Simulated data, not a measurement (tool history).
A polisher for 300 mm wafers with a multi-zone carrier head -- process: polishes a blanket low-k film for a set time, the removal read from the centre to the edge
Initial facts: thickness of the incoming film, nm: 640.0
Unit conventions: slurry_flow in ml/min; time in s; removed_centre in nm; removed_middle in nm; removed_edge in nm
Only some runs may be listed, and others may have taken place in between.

run 1 day=0.000 | slurry_flow=240 centre_zone=1.00 middle_zone=1.00 edge_zone=1.00 slurry_solids=1.00 time=35 | removed_centre=9.4253 removed_middle=9.3541 removed_edge=9.1921
run 2 day=0.183 | slurry_flow=240 centre_zone=1.00 middle_zone=0.99 edge_zone=0.99 slurry_solids=0.95 time=34 | removed_centre=9.1280 removed_middle=9.2628 removed_edge=8.5884
run 3 day=0.212 | slurry_flow=235 centre_zone=1.00 middle_zone=0.97 edge_zone=1.01 slurry_solids=0.90 time=33 | removed_centre=8.5530 removed_middle=8.2472 removed_edge=8.3340
run 4 day=0.283 | slurry_flow=235 centre_zone=0.92 middle_zone=0.97 edge_zone=1.01 slurry_solids=0.90 time=33 | removed_centre=7.8877 removed_middle=8.6022 removed_edge=8.3072
run 5 day=0.658 | slurry_flow=190 centre_zone=0.92 middle_zone=0.97 edge_zone=1.01 slurry_solids=0.90 time=33 | removed_centre=7.7843 removed_middle=8.3614 removed_edge=8.1250
-- day=0.950 edge zone pressure recalibrated
run 6 day=0.950 | slurry_flow=190 centre_zone=0.92 middle_zone=0.97 edge_zone=0.98 slurry_solids=0.90 time=33 | removed_centre=7.7324 removed_middle=8.2991 removed_edge=8.3008
run 7 day=1.300 | slurry_flow=240 centre_zone=1.02 middle_zone=0.92 edge_zone=1.04 slurry_solids=0.65 time=26 | removed_centre=5.9625 removed_middle=5.6076 removed_edge=6.0805
run 8 day=1.446 | slurry_flow=245 centre_zone=1.03 middle_zone=0.92 edge_zone=1.03 slurry_solids=0.65 time=26 | removed_centre=5.9455 removed_middle=5.6643 removed_edge=6.0935

The next listed run, before its measurement:
run 9 day=1.808 | slurry_flow=245 centre_zone=1.04 middle_zone=0.92 edge_zone=1.02 slurry_solids=0.65 time=26 | removed_centre=? removed_middle=? removed_edge=?

removed_centre: 6.0439 nm
removed_middle: 5.6130 nm
removed_edge: 5.9367 nm
